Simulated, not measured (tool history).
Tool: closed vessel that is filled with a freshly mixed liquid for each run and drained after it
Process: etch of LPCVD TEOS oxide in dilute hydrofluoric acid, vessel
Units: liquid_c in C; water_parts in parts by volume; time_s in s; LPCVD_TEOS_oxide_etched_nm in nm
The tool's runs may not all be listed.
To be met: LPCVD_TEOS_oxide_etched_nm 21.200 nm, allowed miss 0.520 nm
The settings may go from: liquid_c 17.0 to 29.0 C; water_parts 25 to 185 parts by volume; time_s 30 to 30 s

run,day,liquid_c,water_parts,time_s,LPCVD_TEOS_oxide_etched_nm
1,0.000,21.0,105,30,10.374
2,0.242,21.0,105,30,10.332
3,0.496,22.0,100,30,11.589
4,0.567,23.0,95,30,12.735
5,0.729,24.0,90,30,13.934
6,0.992,24.0,90,30,13.950
7,1.338,24.0,90,30,14.087
8,1.383,24.5,90,30,14.375
9,1.721,25.0,90,30,14.721

4 next moves are on the table. One of them brings every result within its allowed miss. Which?
A,2.058,23.5,60,30,?
B,2.058,23.0,70,30,?
C,2.058,25.5,60,30,?
D,2.058,23.0,105,30,?

move,LPCVD_TEOS_oxide_etched_nm
A,21.591
B,17.902
C,23.420
D,11.435
A: meets every target
B: nearer than the last run, and not there yet
C: takes the result that was furthest off past its target
D: further off than the last run
The right move is A.
